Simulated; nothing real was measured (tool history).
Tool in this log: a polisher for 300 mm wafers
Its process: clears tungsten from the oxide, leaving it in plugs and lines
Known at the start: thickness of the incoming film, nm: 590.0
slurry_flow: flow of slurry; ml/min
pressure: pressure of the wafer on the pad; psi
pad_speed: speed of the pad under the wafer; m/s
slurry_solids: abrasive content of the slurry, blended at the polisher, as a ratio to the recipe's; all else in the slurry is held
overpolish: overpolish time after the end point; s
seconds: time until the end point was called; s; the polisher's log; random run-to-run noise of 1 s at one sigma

run 1 hour=0 | slurry_flow=230 pressure=4.8 pad_speed=1.2 slurry_solids=1 overpolish=7 | seconds=72.778
run 2 hour=7.9 | slurry_flow=230 pressure=4.3 pad_speed=1.2 slurry_solids=1 overpolish=7 | seconds=79.825
run 3 hour=9.8 | slurry_flow=230 pressure=4.3 pad_speed=1.2 slurry_solids=1 overpolish=7 | seconds=80.248
run 4 hour=16 | slurry_flow=230 pressure=4.3 pad_speed=1.2 slurry_solids=1.1 overpolish=7 | seconds=79.402
run 5 hour=19.2 | slurry_flow=230 pressure=4.8 pad_speed=1.2 slurry_solids=1.1 overpolish=7 | seconds=69.828
run 6 hour=21 | slurry_flow=230 pressure=4.8 pad_speed=1.2 slurry_solids=1.1 overpolish=6 | seconds=70.229
run 7 hour=21.6 | slurry_flow=230 pressure=4.3 pad_speed=1.2 slurry_solids=1.1 overpolish=6 | seconds=77.304
run 8 hour=28.4 | slurry_flow=230 pressure=3.9 pad_speed=1.2 slurry_solids=1.1 overpolish=6 | seconds=87.824

What does the tool deliver on the next run?
run 9 hour=33.5 | slurry_flow=230 pressure=3.7 pad_speed=1.2 slurry_solids=1.1 overpolish=6 | seconds=?

{"run 9": {"seconds": 89.285}}
